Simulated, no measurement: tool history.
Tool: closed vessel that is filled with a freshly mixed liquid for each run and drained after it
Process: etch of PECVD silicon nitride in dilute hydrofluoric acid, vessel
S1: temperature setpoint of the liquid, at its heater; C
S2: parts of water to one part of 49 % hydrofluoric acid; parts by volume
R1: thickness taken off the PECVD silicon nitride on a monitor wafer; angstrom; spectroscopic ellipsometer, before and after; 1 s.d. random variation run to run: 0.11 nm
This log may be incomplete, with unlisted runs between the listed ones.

{"run": 1, "hour": 0.0, "S1": 23, "S2": 185, "time in the liquid (s)": 2825, "R1": 292.97}
{"run": 2, "hour": 9.4, "S1": 22, "S2": 190, "time in the liquid (s)": 2825, "R1": 268.62}
{"run": 3, "hour": 15.6, "S1": 21, "S2": 195, "time in the liquid (s)": 2825, "R1": 246.89}
{"run": 4, "hour": 19.0, "S1": 21, "S2": 195, "time in the liquid (s)": 2825, "R1": 243.95}
{"run": 5, "hour": 27.1, "S1": 21, "S2": 155, "time in the liquid (s)": 2825, "R1": 306.09}
{"run": 6, "hour": 31.9, "S1": 20.5, "S2": 165, "time in the liquid (s)": 2825, "R1": 278.52}

Estimate the outcome of run 7 from the log above:
{"run": 7, "hour": 37.0, "S1": 20, "S2": 175, "time in the liquid (s)": 2825, "R1": "?"}

{"run 7": {"R1": 255.46}}
